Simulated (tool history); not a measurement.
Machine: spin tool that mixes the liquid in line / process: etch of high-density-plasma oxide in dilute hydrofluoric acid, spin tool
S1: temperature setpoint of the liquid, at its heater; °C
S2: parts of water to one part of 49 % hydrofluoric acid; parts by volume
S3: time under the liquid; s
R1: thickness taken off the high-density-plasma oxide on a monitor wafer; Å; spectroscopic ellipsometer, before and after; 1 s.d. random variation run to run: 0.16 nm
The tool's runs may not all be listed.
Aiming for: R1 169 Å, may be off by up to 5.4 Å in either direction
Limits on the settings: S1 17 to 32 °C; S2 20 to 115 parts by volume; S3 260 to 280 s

Run 1, hour 0: S1 24 °C, S2 65 parts by volume, S3 260 s. Result: R1 306.52 Å.
Run 2, hour 4.1: S1 23 °C, S2 70 parts by volume, S3 260 s. Result: R1 269.14 Å.
Run 3, hour 6: S1 23 °C, S2 70 parts by volume, S3 280 s. Result: R1 290.91 Å.
Run 4, hour 10.7: S1 22 °C, S2 75 parts by volume, S3 280 s. Result: R1 256.79 Å.
Run 5, hour 16.5: S1 21 °C, S2 75 parts by volume, S3 280 s. Result: R1 244.42 Å.
Run 6, hour 18.8: S1 20.5 °C, S2 75 parts by volume, S3 280 s. Result: R1 241.35 Å.
Run 7, hour 25.6: S1 20 °C, S2 75 parts by volume, S3 280 s. Result: R1 241.31 Å.
Run 8, hour 27.7: S1 17 °C, S2 95 parts by volume, S3 280 s. Result: R1 160.66 Å.

Below are 4 possible settings for the next run. Only one of them brings all results inside the allowed miss of their targets. Which is it?
Run A, hour 29.8: S1 17 °C, S2 85 parts by volume, S3 260 s. Result: R1 ?.
Run B, hour 29.8: S1 21 °C, S2 90 parts by volume, S3 260 s. Result: R1 ?.
Run C, hour 29.8: S1 17 °C, S2 80 parts by volume, S3 270 s. Result: R1 ?.
Run D, hour 29.8: S1 18 °C, S2 85 parts by volume, S3 275 s. Result: R1 ?.

move      R1
   A  167.89
   B  186.59
   C  186.14
   D   185.3
A: every result within its allowed miss
B: carries the result that was furthest off beyond its target, to the other side
C: carries the result that was furthest off beyond its target, to the other side
D: carries the result that was furthest off beyond its target, to the other side
The move that meets every target is A.
